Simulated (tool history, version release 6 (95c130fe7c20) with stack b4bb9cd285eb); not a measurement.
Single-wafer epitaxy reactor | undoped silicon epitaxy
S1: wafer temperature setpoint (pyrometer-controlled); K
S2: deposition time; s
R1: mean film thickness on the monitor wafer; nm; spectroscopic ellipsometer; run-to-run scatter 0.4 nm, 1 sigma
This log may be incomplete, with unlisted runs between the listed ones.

run 1 hour=0.0 | S1=923.15 S2=423 | R1=70.915
run 2 hour=5.0 | S1=915.15 S2=423 | R1=58.982
run 3 hour=9.7 | S1=919.15 S2=423 | R1=64.524
run 4 hour=18.7 | S1=923.15 S2=423 | R1=70.197
run 5 hour=19.9 | S1=923.15 S2=448 | R1=74.285
run 6 hour=27.3 | S1=924.15 S2=448 | R1=76.033

What will run 7 give?
run 7 hour=29.2 | S1=925.15 S2=448 | R1=?

Run 7 came out at R1 77.181 nm.

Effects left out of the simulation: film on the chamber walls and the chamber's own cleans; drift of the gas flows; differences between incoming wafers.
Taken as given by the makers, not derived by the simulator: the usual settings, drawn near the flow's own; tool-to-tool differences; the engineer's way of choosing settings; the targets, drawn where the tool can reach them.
